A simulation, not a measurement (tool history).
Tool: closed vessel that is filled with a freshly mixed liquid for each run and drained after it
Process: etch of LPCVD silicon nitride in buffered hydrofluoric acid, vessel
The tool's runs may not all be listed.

run,hour,temperature setpoint of the liquid (°C),parts of 40 % ammonium fluoride to one part of 49 % hydrofluoric acid (parts by volume),time in the liquid (s),thickness taken off the LPCVD silicon nitride on a monitor wafer (Å)
1,0.0,21.0,7.5,665,106.520
2,6.0,21.0,7.5,710,114.640
3,9.6,20.0,7.5,710,107.740
4,11.9,20.0,8.5,710,94.133
5,17.7,20.0,8.5,710,94.476
6,20.2,20.0,7.0,710,116.640
7,29.3,19.5,7.0,710,113.110
8,34.1,19.5,7.0,710,112.360
9,38.8,19.0,7.0,710,109.530
10,45.4,18.5,7.0,710,106.860

Run 11 comes next. What will it give?
11,52.4,18.0,7.0,710,?

thickness taken off the LPCVD silicon nitride on a monitor wafer (Å): 102.700
